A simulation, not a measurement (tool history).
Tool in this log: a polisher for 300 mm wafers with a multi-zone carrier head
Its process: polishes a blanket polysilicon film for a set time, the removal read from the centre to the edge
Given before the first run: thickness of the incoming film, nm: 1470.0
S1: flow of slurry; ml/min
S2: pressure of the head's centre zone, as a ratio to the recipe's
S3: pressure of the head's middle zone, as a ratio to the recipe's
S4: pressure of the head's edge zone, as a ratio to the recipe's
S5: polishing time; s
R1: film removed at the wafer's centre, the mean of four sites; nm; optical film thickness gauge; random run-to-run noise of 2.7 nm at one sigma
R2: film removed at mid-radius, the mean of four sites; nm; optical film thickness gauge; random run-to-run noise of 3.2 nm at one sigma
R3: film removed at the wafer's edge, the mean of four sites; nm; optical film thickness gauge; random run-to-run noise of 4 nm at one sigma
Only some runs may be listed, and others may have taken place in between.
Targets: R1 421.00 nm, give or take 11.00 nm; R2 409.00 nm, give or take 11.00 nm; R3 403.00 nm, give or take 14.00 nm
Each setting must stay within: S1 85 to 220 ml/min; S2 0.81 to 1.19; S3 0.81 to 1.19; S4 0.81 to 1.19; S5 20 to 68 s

run,day,S1,S2,S3,S4,S5,R1,R2,R3
1,0.000,140,1.00,1.00,1.00,44,275.23,284.52,270.48
2,0.058,140,1.00,0.95,1.00,44,274.35,267.92,271.61
3,0.162,175,1.00,0.95,1.00,44,283.71,279.76,279.65
4,0.300,175,1.00,0.95,0.96,44,289.53,281.44,278.29
5,0.562,175,1.01,0.96,0.98,46,303.54,294.31,286.89
6,0.654,205,1.01,0.96,0.98,46,310.12,299.57,298.40
7,0.912,205,1.02,0.97,0.99,47,322.04,312.63,303.04
8,1.042,190,1.05,0.98,1.09,59,402.67,387.27,386.34

Below are 5 possible settings for the next run. Only one of them brings all results inside the allowed miss of their targets. Which is it?
A,1.171,165,0.97,1.05,1.08,61,?,?,?
B,1.171,145,0.97,0.91,1.12,63,?,?,?
C,1.171,200,1.10,0.89,1.09,60,?,?,?
D,1.171,205,0.99,0.97,1.12,59,?,?,?
E,1.171,220,1.03,0.99,1.05,60,?,?,?

move,R1,R2,R3
A,384.47,417.29,393.90
B,386.14,373.04,408.05
C,430.99,368.12,398.88
D,392.17,390.46,398.28
E,415.70,407.83,394.80
A: the furthest-off result lands on target, but another misses its tolerance
B: moves away from the targets compared with the last run
C: moves away from the targets compared with the last run
D: moves away from the targets compared with the last run
E: each result inside its tolerance
The move that meets every target is E.
